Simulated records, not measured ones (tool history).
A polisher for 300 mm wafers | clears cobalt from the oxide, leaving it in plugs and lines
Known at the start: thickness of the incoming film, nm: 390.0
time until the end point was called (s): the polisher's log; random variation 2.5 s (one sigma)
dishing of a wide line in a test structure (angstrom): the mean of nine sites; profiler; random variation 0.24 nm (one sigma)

run,hour,flow of slurry (ml/min),pressure of the wafer on the pad (psi),speed of the pad under the wafer (cm/s),overpolish time after the end point (s),time until the end point was called (s),dishing of a wide line in a test structure (angstrom)
1,0.0,165,1.7,98,9,116.130,240.46
2,5.9,165,2.0,98,9,97.418,272.61
3,11.9,195,2.0,98,9,95.940,268.84
4,16.5,195,2.0,116,9,81.876,306.79
5,21.4,195,2.0,102,9,91.204,284.54
6,22.3,195,1.8,100,9,105.810,261.92

The next listed run, before its measurement:
7,25.1,195,1.7,98,8,?,?

{"run 7": {"time until the end point was called (s)": 114.16, "dishing of a wide line in a test structure (angstrom)": 222.58}}
